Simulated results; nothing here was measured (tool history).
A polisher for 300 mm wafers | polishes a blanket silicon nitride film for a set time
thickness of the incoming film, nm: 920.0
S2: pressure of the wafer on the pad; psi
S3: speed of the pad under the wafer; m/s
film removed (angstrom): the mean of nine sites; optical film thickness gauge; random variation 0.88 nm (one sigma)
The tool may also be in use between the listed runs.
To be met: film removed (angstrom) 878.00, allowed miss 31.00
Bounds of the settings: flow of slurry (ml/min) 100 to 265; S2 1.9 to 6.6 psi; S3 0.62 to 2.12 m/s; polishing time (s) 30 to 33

{"run": 1, "hour": 0.0, "flow of slurry (ml/min)": 170, "S2": 4.2, "S3": 1.36, "polishing time (s)": 33, "film removed (angstrom)": 1019.8}
{"run": 2, "hour": 8.0, "flow of slurry (ml/min)": 190, "S2": 4.2, "S3": 1.36, "polishing time (s)": 33, "film removed (angstrom)": 1047.6}
{"run": 3, "hour": 15.1, "flow of slurry (ml/min)": 185, "S2": 4.1, "S3": 1.36, "polishing time (s)": 33, "film removed (angstrom)": 1005.2}
{"run": 4, "hour": 20.7, "flow of slurry (ml/min)": 185, "S2": 4.1, "S3": 1.36, "polishing time (s)": 33, "film removed (angstrom)": 1035.1}
{"run": 5, "hour": 23.4, "flow of slurry (ml/min)": 180, "S2": 4.0, "S3": 1.36, "polishing time (s)": 33, "film removed (angstrom)": 987.74}
{"run": 6, "hour": 28.3, "flow of slurry (ml/min)": 180, "S2": 4.0, "S3": 1.36, "polishing time (s)": 33, "film removed (angstrom)": 986.56}
{"run": 7, "hour": 37.0, "flow of slurry (ml/min)": 175, "S2": 4.0, "S3": 1.36, "polishing time (s)": 33, "film removed (angstrom)": 975.53}
{"run": 8, "hour": 43.1, "flow of slurry (ml/min)": 170, "S2": 4.0, "S3": 1.36, "polishing time (s)": 33, "film removed (angstrom)": 966.1}
{"run": 9, "hour": 49.2, "flow of slurry (ml/min)": 170, "S2": 4.0, "S3": 1.36, "polishing time (s)": 33, "film removed (angstrom)": 973.24}
{"run": 10, "hour": 55.4, "flow of slurry (ml/min)": 165, "S2": 4.0, "S3": 1.36, "polishing time (s)": 33, "film removed (angstrom)": 1000.2}
{"run": 11, "hour": 57.1, "flow of slurry (ml/min)": 165, "S2": 3.4, "S3": 1.34, "polishing time (s)": 33, "film removed (angstrom)": 825.58}

5 next moves are on the table. One of them brings every result within its allowed miss. Which?
{"run": "A", "hour": 58.8, "flow of slurry (ml/min)": 140, "S2": 3.7, "S3": 1.14, "polishing time (s)": 33, "film removed (angstrom)": "?"}
{"run": "B", "hour": 58.8, "flow of slurry (ml/min)": 145, "S2": 4.1, "S3": 1.44, "polishing time (s)": 32, "film removed (angstrom)": "?"}
{"run": "C", "hour": 58.8, "flow of slurry (ml/min)": 180, "S2": 3.4, "S3": 1.5, "polishing time (s)": 32, "film removed (angstrom)": "?"}
{"run": "D", "hour": 58.8, "flow of slurry (ml/min)": 160, "S2": 3.9, "S3": 1.44, "polishing time (s)": 32, "film removed (angstrom)": "?"}
{"run": "E", "hour": 58.8, "flow of slurry (ml/min)": 180, "S2": 4.0, "S3": 1.24, "polishing time (s)": 33, "film removed (angstrom)": "?"}

move=A film_removed_(angstrom)=784.61
move=B film_removed_(angstrom)=982.03
move=C film_removed_(angstrom)=867.27
move=D film_removed_(angstrom)=948.79
move=E film_removed_(angstrom)=924.15
A: further off than the last run
B: takes the result that was furthest off past its target
C: meets every target
D: takes the result that was furthest off past its target
E: takes the result that was furthest off past its target
Answer: C

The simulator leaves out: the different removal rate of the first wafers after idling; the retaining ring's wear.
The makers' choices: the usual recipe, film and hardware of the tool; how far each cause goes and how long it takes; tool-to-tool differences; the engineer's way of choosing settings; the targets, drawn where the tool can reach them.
